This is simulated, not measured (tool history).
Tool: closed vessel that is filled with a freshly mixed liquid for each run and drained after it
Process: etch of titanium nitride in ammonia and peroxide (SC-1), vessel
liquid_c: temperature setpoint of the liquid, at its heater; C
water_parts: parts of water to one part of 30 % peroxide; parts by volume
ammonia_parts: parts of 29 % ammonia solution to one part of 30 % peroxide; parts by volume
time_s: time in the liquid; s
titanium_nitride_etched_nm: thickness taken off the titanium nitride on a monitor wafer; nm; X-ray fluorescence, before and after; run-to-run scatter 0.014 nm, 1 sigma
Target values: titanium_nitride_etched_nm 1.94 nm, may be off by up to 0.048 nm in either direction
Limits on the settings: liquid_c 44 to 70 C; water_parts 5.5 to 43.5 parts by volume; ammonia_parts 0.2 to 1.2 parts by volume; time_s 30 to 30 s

{"run": 1, "hour": 0.0, "liquid_c": 60, "water_parts": 24.5, "ammonia_parts": 1, "time_s": 30, "titanium_nitride_etched_nm": 2.9527}
{"run": 2, "hour": 4.2, "liquid_c": 58.5, "water_parts": 24.5, "ammonia_parts": 1, "time_s": 30, "titanium_nitride_etched_nm": 2.6349}
{"run": 3, "hour": 12.5, "liquid_c": 57.5, "water_parts": 24.5, "ammonia_parts": 1, "time_s": 30, "titanium_nitride_etched_nm": 2.4865}
{"run": 4, "hour": 21.2, "liquid_c": 57.5, "water_parts": 24.5, "ammonia_parts": 1, "time_s": 30, "titanium_nitride_etched_nm": 2.501}
{"run": 5, "hour": 28.7, "liquid_c": 57.5, "water_parts": 24.5, "ammonia_parts": 0.85, "time_s": 30, "titanium_nitride_etched_nm": 2.4298}
{"run": 6, "hour": 29.3, "liquid_c": 57.5, "water_parts": 24.5, "ammonia_parts": 0.85, "time_s": 30, "titanium_nitride_etched_nm": 2.4129}
{"run": 7, "hour": 31.0, "liquid_c": 57, "water_parts": 24.5, "ammonia_parts": 0.85, "time_s": 30, "titanium_nitride_etched_nm": 2.336}
{"run": 8, "hour": 39.2, "liquid_c": 56.5, "water_parts": 24.5, "ammonia_parts": 0.85, "time_s": 30, "titanium_nitride_etched_nm": 2.2413}
{"run": 9, "hour": 45.9, "liquid_c": 56, "water_parts": 24.5, "ammonia_parts": 0.85, "time_s": 30, "titanium_nitride_etched_nm": 2.1967}
{"run": 10, "hour": 47.8, "liquid_c": 55.5, "water_parts": 24.5, "ammonia_parts": 0.85, "time_s": 30, "titanium_nitride_etched_nm": 2.089}
{"run": 11, "hour": 50.1, "liquid_c": 55, "water_parts": 24.5, "ammonia_parts": 0.85, "time_s": 30, "titanium_nitride_etched_nm": 2.0291}

Consider the 5 candidate settings below. Which is the only one whose results all fall within their allowed miss of target?
{"run": "A", "hour": 52.4, "liquid_c": 56, "water_parts": 27.5, "ammonia_parts": 0.65, "time_s": 30, "titanium_nitride_etched_nm": "?"}
{"run": "B", "hour": 52.4, "liquid_c": 52, "water_parts": 19.5, "ammonia_parts": 0.75, "time_s": 30, "titanium_nitride_etched_nm": "?"}
{"run": "C", "hour": 52.4, "liquid_c": 55, "water_parts": 22, "ammonia_parts": 0.85, "time_s": 30, "titanium_nitride_etched_nm": "?"}
{"run": "D", "hour": 52.4, "liquid_c": 57, "water_parts": 34, "ammonia_parts": 1.15, "time_s": 30, "titanium_nitride_etched_nm": "?"}
{"run": "E", "hour": 52.4, "liquid_c": 56, "water_parts": 22.5, "ammonia_parts": 0.55, "time_s": 30, "titanium_nitride_etched_nm": "?"}

move=A titanium_nitride_etched_nm=1.9352
move=B titanium_nitride_etched_nm=1.8341
move=C titanium_nitride_etched_nm=2.1531
move=D titanium_nitride_etched_nm=2.0383
move=E titanium_nitride_etched_nm=2.1005
A: each result inside its tolerance
B: the result that was furthest off in the last run now lies on the other side of its target
C: misses by more than the last run did
D: misses by more than the last run did
E: misses by more than the last run did
Correct choice: A, which meets every target
